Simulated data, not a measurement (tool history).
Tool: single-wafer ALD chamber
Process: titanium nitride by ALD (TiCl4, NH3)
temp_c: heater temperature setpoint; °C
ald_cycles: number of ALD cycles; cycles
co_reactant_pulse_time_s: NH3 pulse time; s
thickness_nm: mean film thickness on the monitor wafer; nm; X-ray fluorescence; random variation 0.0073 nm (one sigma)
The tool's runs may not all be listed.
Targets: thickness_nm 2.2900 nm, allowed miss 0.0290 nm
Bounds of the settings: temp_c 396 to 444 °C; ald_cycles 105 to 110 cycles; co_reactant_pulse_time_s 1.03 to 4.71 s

{"run": 1, "day": 0.0, "temp_c": 420, "ald_cycles": 110, "co_reactant_pulse_time_s": 2.87, "thickness_nm": 2.4128}
{"run": 2, "day": 0.142, "temp_c": 419, "ald_cycles": 109, "co_reactant_pulse_time_s": 2.63, "thickness_nm": 2.3839}
{"run": 3, "day": 0.471, "temp_c": 419, "ald_cycles": 110, "co_reactant_pulse_time_s": 2.63, "thickness_nm": 2.4106}
{"run": 4, "day": 0.629, "temp_c": 410, "ald_cycles": 110, "co_reactant_pulse_time_s": 2.63, "thickness_nm": 2.4104}
{"run": 5, "day": 0.988, "temp_c": 403, "ald_cycles": 110, "co_reactant_pulse_time_s": 2.63, "thickness_nm": 2.3968}
{"run": 6, "day": 1.196, "temp_c": 397, "ald_cycles": 110, "co_reactant_pulse_time_s": 2.63, "thickness_nm": 2.3909}
{"run": 7, "day": 1.442, "temp_c": 397, "ald_cycles": 109, "co_reactant_pulse_time_s": 2.54, "thickness_nm": 2.3742}
{"run": 8, "day": 1.638, "temp_c": 397, "ald_cycles": 108, "co_reactant_pulse_time_s": 2.43, "thickness_nm": 2.3357}

Which of these 5 next moves meets every target?
{"run": "A", "day": 1.833, "temp_c": 400, "ald_cycles": 109, "co_reactant_pulse_time_s": 2.16, "thickness_nm": "?"}
{"run": "B", "day": 1.833, "temp_c": 396, "ald_cycles": 109, "co_reactant_pulse_time_s": 2.4, "thickness_nm": "?"}
{"run": "C", "day": 1.833, "temp_c": 416, "ald_cycles": 110, "co_reactant_pulse_time_s": 1.88, "thickness_nm": "?"}
{"run": "D", "day": 1.833, "temp_c": 396, "ald_cycles": 109, "co_reactant_pulse_time_s": 2.46, "thickness_nm": "?"}
{"run": "E", "day": 1.833, "temp_c": 396, "ald_cycles": 105, "co_reactant_pulse_time_s": 3.26, "thickness_nm": "?"}

move=A thickness_nm=2.3480
move=B thickness_nm=2.3473
move=C thickness_nm=2.3780
move=D thickness_nm=2.3491
move=E thickness_nm=2.2822
A: further off than the last run
B: further off than the last run
C: further off than the last run
D: further off than the last run
E: meets every target
Answer: E

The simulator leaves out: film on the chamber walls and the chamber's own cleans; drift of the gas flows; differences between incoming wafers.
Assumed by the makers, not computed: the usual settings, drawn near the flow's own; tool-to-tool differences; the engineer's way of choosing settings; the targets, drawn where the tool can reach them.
